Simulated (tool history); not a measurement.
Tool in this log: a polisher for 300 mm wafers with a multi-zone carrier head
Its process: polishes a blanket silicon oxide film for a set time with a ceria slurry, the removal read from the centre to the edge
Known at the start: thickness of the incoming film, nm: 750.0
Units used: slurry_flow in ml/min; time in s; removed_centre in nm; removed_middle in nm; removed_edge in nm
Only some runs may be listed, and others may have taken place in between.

run  hour  slurry_flow  centre_zone  middle_zone  edge_zone  time  removed_centre  removed_middle  removed_edge
  1   0.0          300         1.00         1.00       1.00    49          219.30          216.20        211.82
  2   4.7          345         1.00         1.00       1.00    49          216.90          217.24        213.51
  3   6.3          345         1.08         1.00       1.00    49          235.50          216.66        213.23
  4  11.8          345         1.08         0.94       1.00    49          236.99          206.90        211.49
  5  18.0          350         1.05         0.92       1.05    53          256.05          216.24        230.16
  6  23.3          350         0.99         0.92       1.05    53          234.30          221.39        231.87
  7  26.3          345         0.97         0.89       1.08    57          244.83          228.13        262.92
  8  28.4          345         0.97         0.89       1.09    59          255.52          241.04        269.13
  9  31.9          340         0.96         0.88       1.10    61          266.05          241.18        275.76
 10  40.6          345         0.95         0.88       1.12    63          273.98          246.80        287.03

Run 11 is up next; what results do you expect?
 11  42.5          345         0.94         0.87       1.12    65               ?               ?             ?

removed_centre: 269.31 nm
removed_middle: 254.31 nm
removed_edge: 295.45 nm
